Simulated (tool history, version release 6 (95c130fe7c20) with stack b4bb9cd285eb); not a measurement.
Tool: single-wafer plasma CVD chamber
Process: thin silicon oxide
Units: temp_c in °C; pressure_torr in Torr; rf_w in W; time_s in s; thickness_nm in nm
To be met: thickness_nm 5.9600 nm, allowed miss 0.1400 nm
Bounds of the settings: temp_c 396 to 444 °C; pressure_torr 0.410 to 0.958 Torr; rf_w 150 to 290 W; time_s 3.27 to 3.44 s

{"run": 1, "hour": 0.0, "temp_c": 420, "pressure_torr": 0.684, "rf_w": 220, "time_s": 3.44, "thickness_nm": 4.7698}
{"run": 2, "hour": 7.7, "temp_c": 420, "pressure_torr": 0.717, "rf_w": 220, "time_s": 3.44, "thickness_nm": 4.9479}
{"run": 3, "hour": 9.8, "temp_c": 420, "pressure_torr": 0.748, "rf_w": 220, "time_s": 3.44, "thickness_nm": 5.1873}
{"run": 4, "hour": 12.5, "temp_c": 426, "pressure_torr": 0.748, "rf_w": 220, "time_s": 3.44, "thickness_nm": 5.1595}
{"run": 5, "hour": 17.5, "temp_c": 426, "pressure_torr": 0.748, "rf_w": 220, "time_s": 3.27, "thickness_nm": 4.8754}
{"run": 6, "hour": 19.0, "temp_c": 425, "pressure_torr": 0.78, "rf_w": 220, "time_s": 3.27, "thickness_nm": 5.0884}
{"run": 7, "hour": 22.7, "temp_c": 425, "pressure_torr": 0.78, "rf_w": 220, "time_s": 3.27, "thickness_nm": 5.0727}
{"run": 8, "hour": 31.5, "temp_c": 425, "pressure_torr": 0.809, "rf_w": 220, "time_s": 3.27, "thickness_nm": 5.2788}
{"run": 9, "hour": 40.2, "temp_c": 425, "pressure_torr": 0.831, "rf_w": 220, "time_s": 3.27, "thickness_nm": 5.3754}
{"run": 10, "hour": 43.5, "temp_c": 425, "pressure_torr": 0.851, "rf_w": 220, "time_s": 3.27, "thickness_nm": 5.4759}

5 next moves are on the table. One of them brings every result within its allowed miss. Which?
{"run": "A", "hour": 46.8, "temp_c": 424, "pressure_torr": 0.895, "rf_w": 220, "time_s": 3.44, "thickness_nm": "?"}
{"run": "B", "hour": 46.8, "temp_c": 410, "pressure_torr": 0.958, "rf_w": 170, "time_s": 3.39, "thickness_nm": "?"}
{"run": "C", "hour": 46.8, "temp_c": 418, "pressure_torr": 0.72, "rf_w": 250, "time_s": 3.27, "thickness_nm": "?"}
{"run": "D", "hour": 46.8, "temp_c": 424, "pressure_torr": 0.934, "rf_w": 220, "time_s": 3.44, "thickness_nm": "?"}
{"run": "E", "hour": 46.8, "temp_c": 429, "pressure_torr": 0.812, "rf_w": 220, "time_s": 3.3, "thickness_nm": "?"}

move=A thickness_nm=5.9888
move=B thickness_nm=5.2427
move=C thickness_nm=5.1090
move=D thickness_nm=6.1921
move=E thickness_nm=5.2934
A: meets every target
B: further off than the last run
C: further off than the last run
D: takes the result that was furthest off past its target
E: further off than the last run
Answer: A
